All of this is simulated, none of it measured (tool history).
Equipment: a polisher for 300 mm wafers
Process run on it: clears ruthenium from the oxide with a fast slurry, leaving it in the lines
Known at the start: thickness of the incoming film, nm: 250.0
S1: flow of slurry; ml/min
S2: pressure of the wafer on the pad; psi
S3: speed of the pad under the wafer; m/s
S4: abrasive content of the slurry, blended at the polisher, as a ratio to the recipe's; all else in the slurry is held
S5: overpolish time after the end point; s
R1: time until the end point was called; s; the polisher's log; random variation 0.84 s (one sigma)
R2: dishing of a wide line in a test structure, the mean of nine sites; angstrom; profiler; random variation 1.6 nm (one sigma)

run    day   S1   S2    S3   S4  S5      R1      R2
  1      0  235  2.5  1.08    1  15  61.421  515.97
  2  0.146  235  2.5  0.88    1  15  74.035   423.6
  3  0.442  235  2.8  0.88    1  15   66.15  483.18
  4  0.658  235    3   0.9    1  16  60.193  556.22
  5  0.721  235    3   0.9  0.9  16  64.046  534.71
  6  0.812  235    3   0.9  0.8  16  65.336  520.55
  7  0.992  235  3.1  0.92  0.8  17  62.198  575.26
  8  1.262  235  3.2  0.94  0.8  18  60.291  610.51
  9    1.5  235  3.3  0.96  0.8  19  56.948  679.77
 10  1.538  235  3.4  0.98  0.8  20  54.909  725.04
 11  1.912  235  3.5     1  0.8  20   52.71  779.55
 12  2.208  235  3.6  1.02  0.8  20  51.191  753.37
 13  2.546  235  3.6  1.04  0.8  21  49.589  816.99

Run 14 comes next. What will it give?
 14  2.854  235  3.7  1.04  0.8  21   ?   ?

Run 14 produced R1 47.209 s, R2 832.41 angstrom.
